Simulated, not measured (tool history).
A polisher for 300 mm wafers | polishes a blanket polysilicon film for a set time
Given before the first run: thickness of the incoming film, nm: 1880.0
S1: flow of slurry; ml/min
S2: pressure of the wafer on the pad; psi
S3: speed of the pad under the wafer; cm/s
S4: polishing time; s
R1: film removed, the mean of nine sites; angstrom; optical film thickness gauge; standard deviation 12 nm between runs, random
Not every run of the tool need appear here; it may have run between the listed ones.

run  hour   S1   S2   S3  S4      R1
  1     0  190  3.4  118  56  5133.7
  2   4.2  160  3.4  118  56  4990.6
  3  10.3  160    4  118  56  5904.2
  4  12.9  160    4  118  56  5793.5
  5  17.1  160    4   88  56  4323.2
     19.1  -- worn pad replaced by a new one
  6  19.1  165  4.3   96  56  5581.8
  7  23.7  185  4.5   96  56    5906
  8  28.6  195  4.7  100  56  6570.9

Predict the results of run 9:
  9  30.1  195  4.7  100  56   ?

{"run 9": {"R1": 6546.9}}
